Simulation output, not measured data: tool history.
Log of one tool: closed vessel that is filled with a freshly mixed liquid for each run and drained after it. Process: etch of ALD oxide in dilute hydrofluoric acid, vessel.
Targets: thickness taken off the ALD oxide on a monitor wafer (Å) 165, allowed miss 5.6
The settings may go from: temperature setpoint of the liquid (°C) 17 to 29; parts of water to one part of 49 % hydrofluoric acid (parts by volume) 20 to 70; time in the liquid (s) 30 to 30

run	hour	temperature setpoint of the liquid (°C)	parts of water to one part of 49 % hydrofluoric acid (parts by volume)	time in the liquid (s)	thickness taken off the ALD oxide on a monitor wafer (Å)
1	0	21	40	30	93.75
2	3.7	22	40	30	99.895
3	11.4	22	40	30	101.16
4	15.3	23	40	30	104.96
5	20.3	23.5	40	30	107.12
6	21.3	23.5	45	30	94.321
7	28.3	24	45	30	96.604
8	33.4	24.5	45	30	98.564
9	36.5	25	45	30	102.41
10	44.3	25.5	45	30	101.2
11	45.8	29	30	30	180.38
12	47.5	28	30	30	173.86

Which of these 4 next moves meets every target?
A	49.2	26.5	30	30	?
B	49.2	28.5	35	30	?
C	49.2	28	35	30	?
D	49.2	29	30	30	?

move	thickness taken off the ALD oxide on a monitor wafer (Å)
A	160.22
B	147.88
C	144.92
D	177.38
A: meets every target
B: takes the result that was furthest off past its target
C: takes the result that was furthest off past its target
D: further off than the last run
Move A is the one to make.
